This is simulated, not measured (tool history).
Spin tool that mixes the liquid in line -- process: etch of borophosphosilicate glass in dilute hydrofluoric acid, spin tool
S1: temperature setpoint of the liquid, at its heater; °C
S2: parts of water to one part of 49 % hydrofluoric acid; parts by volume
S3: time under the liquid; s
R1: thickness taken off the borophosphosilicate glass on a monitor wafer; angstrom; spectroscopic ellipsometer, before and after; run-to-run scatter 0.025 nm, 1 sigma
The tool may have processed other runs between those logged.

run,hour,S1,S2,S3,R1
1,0.0,20.0,170,15,47.888
2,6.2,21.5,170,15,50.790
3,9.3,21.5,170,15,50.658
4,12.9,23.0,170,15,53.763
5,15.2,23.0,200,15,44.233
6,23.4,24.0,195,15,47.371
7,25.3,25.0,190,15,50.502
8,26.3,25.5,185,15,53.226

What will run 9 give?
9,32.5,26.0,180,15,?

Run 9 gave R1 56.352 angstrom.

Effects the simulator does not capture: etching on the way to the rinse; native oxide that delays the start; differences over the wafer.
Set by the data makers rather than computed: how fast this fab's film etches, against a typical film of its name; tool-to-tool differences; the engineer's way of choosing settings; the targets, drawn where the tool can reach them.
